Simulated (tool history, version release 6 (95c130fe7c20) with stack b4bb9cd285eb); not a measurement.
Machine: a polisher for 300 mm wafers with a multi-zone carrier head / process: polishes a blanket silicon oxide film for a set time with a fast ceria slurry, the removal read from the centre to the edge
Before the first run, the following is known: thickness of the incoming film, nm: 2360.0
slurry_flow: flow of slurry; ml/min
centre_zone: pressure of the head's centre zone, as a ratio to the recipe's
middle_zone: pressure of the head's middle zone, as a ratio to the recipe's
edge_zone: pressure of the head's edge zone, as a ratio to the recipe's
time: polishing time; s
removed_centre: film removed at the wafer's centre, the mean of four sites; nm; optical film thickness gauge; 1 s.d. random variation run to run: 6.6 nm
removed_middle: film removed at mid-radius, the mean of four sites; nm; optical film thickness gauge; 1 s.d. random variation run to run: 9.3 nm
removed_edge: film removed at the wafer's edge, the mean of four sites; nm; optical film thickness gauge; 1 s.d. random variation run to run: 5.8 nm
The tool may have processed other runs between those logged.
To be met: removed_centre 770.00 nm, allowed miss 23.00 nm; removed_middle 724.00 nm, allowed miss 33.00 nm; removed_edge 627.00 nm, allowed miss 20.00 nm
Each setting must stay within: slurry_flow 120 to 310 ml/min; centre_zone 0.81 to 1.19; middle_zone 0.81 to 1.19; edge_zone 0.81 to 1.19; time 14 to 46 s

run  hour  slurry_flow  centre_zone  middle_zone  edge_zone  time  removed_centre  removed_middle  removed_edge
  1   0.0          200         1.00         1.00       1.00    30          474.59          472.34        459.31
  2   6.1          210         1.03         1.02       1.01    31          517.35          484.65        488.71
  3   9.3          175         1.03         1.02       1.01    31          491.81          470.95        479.45
  4  16.7          175         0.99         1.02       1.01    31          475.29          472.41        469.29
  5  22.8          190         1.01         1.04       0.99    32          507.64          514.75        483.82
  6  24.4          205         1.03         1.06       0.99    33          537.35          539.70        503.35
  7  32.6          215         1.05         1.07       0.99    34          582.20          550.62        524.41
  8  37.0          225         1.05         1.09       0.99    35          596.78          581.75        539.83
  9  43.8          230         1.06         1.10       0.99    36          624.00          613.02        561.58
 10  48.4          235         1.07         1.11       0.99    36          620.50          624.88        571.31

Which one of the following 4 next-run settings gets every result inside its allowed miss? There is exactly one.
  A  53.0          250         1.01         1.19       0.97    41               ?               ?             ?
  B  53.0          250         0.99         1.19       0.99    44               ?               ?             ?
  C  53.0          250         1.11         1.11       0.90    42               ?               ?             ?
  D  53.0          180         1.08         1.01       1.07    42               ?               ?             ?

move  removed_centre  removed_middle  removed_edge
   A          676.52          744.01        636.71
   B          711.53          798.51        690.01
   C          761.73          717.49        630.50
   D          709.40          637.11        666.59
A: nearer the targets than the last run, but a result is still out of spec
B: nearer the targets than the last run, but a result is still out of spec
C: all results in spec
D: nearer the targets than the last run, but a result is still out of spec
So the answer is move C, the one that meets all the targets.

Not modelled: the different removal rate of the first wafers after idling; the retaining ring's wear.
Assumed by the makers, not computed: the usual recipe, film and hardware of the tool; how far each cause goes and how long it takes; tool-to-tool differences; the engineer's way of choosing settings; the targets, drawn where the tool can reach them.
